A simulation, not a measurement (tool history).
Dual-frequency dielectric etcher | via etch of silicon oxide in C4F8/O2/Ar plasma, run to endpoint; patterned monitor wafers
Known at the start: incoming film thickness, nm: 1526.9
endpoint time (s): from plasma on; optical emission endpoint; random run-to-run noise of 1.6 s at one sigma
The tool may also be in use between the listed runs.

run,hour,source power (kW),bias power (kW),endpoint time (s)
1,0,2.11,2.295,304.21
2,2,2.11,2.49,298.79
3,10.4,1.79,2.49,335.58
4,16,1.61,2.49,357.11
5,23.8,1.26,2.49,442.05
6,32.5,1.26,2.3,449.2
7,37,1.44,2.326,398.76
8,41.5,1.86,2.474,326.28

Estimate the outcome of run 9 from the log above:
9,48.6,1.94,2.487,?

{"run 9": {"endpoint time (s)": 316.05}}
